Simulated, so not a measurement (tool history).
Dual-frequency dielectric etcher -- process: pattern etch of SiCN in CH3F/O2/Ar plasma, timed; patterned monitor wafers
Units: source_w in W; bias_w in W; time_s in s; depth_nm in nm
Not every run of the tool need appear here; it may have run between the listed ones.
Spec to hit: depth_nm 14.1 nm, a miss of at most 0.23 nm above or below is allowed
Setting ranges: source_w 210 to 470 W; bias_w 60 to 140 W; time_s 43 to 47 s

run 1 day=0 | source_w=340 bias_w=100 time_s=47 | depth_nm=19.702
run 2 day=0.154 | source_w=320 bias_w=93 time_s=46.5 | depth_nm=18.265
run 3 day=0.383 | source_w=300 bias_w=89 time_s=46.5 | depth_nm=17.401
run 4 day=0.725 | source_w=290 bias_w=86 time_s=46.5 | depth_nm=16.773
run 5 day=1.092 | source_w=280 bias_w=84 time_s=46.5 | depth_nm=16.335
run 6 day=1.254 | source_w=270 bias_w=83 time_s=46.5 | depth_nm=15.943
run 7 day=1.592 | source_w=260 bias_w=82 time_s=46.5 | depth_nm=15.719
run 8 day=1.679 | source_w=250 bias_w=81 time_s=46.5 | depth_nm=15.336
run 9 day=2.008 | source_w=240 bias_w=80 time_s=46.5 | depth_nm=15.009
run 10 day=2.138 | source_w=240 bias_w=79 time_s=46.5 | depth_nm=14.811
run 11 day=2.192 | source_w=220 bias_w=79 time_s=46.5 | depth_nm=14.374

Below are 4 possible settings for the next run. Only one of them brings all results inside the allowed miss of their targets. Which is it?
run A day=2.246 | source_w=230 bias_w=85 time_s=44.5 | depth_nm=?
run B day=2.246 | source_w=220 bias_w=80 time_s=47 | depth_nm=?
run C day=2.246 | source_w=220 bias_w=86 time_s=45 | depth_nm=?
run D day=2.246 | source_w=280 bias_w=67 time_s=46.5 | depth_nm=?

move=A depth_nm=14.694
move=B depth_nm=14.699
move=C depth_nm=14.716
move=D depth_nm=14.24
A: the biggest miss grows against the last run
B: the biggest miss grows against the last run
C: the biggest miss grows against the last run
D: meets every target
Go with D: it meets all targets.
